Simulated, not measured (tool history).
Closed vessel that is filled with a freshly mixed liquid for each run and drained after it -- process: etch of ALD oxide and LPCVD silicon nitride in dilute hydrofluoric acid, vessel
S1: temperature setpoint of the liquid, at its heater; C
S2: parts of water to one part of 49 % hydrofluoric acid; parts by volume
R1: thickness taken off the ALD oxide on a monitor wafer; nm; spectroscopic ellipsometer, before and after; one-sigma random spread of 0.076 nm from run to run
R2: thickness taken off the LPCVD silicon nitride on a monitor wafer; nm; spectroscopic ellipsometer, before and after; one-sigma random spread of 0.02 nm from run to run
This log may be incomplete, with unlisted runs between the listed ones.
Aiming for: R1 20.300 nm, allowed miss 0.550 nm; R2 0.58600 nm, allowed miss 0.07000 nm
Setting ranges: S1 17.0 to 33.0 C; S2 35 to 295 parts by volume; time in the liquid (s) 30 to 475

run 1 hour=0.0 | S1=25.0 S2=165 time_in_the_liquid_(s)=245 | R1=27.608 R2=0.87910
run 2 hour=5.6 | S1=23.5 S2=165 time_in_the_liquid_(s)=245 | R1=26.223 R2=0.81867
run 3 hour=7.4 | S1=23.5 S2=125 time_in_the_liquid_(s)=245 | R1=36.082 R2=1.02690
run 4 hour=7.9 | S1=25.0 S2=125 time_in_the_liquid_(s)=245 | R1=38.218 R2=1.16310
run 5 hour=10.1 | S1=25.0 S2=165 time_in_the_liquid_(s)=245 | R1=27.679 R2=0.89621
-- hour=12.6 hydrofluoric acid flow meter replaced
run 6 hour=12.6 | S1=23.5 S2=170 time_in_the_liquid_(s)=245 | R1=22.452 R2=0.69224
run 7 hour=16.4 | S1=23.0 S2=170 time_in_the_liquid_(s)=245 | R1=22.003 R2=0.68373
run 8 hour=23.9 | S1=22.5 S2=170 time_in_the_liquid_(s)=245 | R1=21.607 R2=0.60108

Pick the move, out of 5, that brings all results within their allowed miss; only one does.
run A hour=31.4 | S1=17.5 S2=140 time_in_the_liquid_(s)=245 | R1=? R2=?
run B hour=31.4 | S1=22.0 S2=155 time_in_the_liquid_(s)=210 | R1=? R2=?
run C hour=31.4 | S1=18.5 S2=145 time_in_the_liquid_(s)=240 | R1=? R2=?
run D hour=31.4 | S1=25.0 S2=175 time_in_the_liquid_(s)=205 | R1=? R2=?
run E hour=31.4 | S1=17.0 S2=175 time_in_the_liquid_(s)=345 | R1=? R2=?

move=A R1=22.258 R2=0.56745
move=B R1=20.307 R2=0.59555
move=C R1=21.818 R2=0.57521
move=D R1=19.249 R2=0.62563
move=E R1=23.751 R2=0.62285
A: misses by more than the last run did
B: all results land within tolerance of their targets
C: misses by more than the last run did
D: carries the result that was furthest off beyond its target, to the other side
E: misses by more than the last run did
The right move is B.
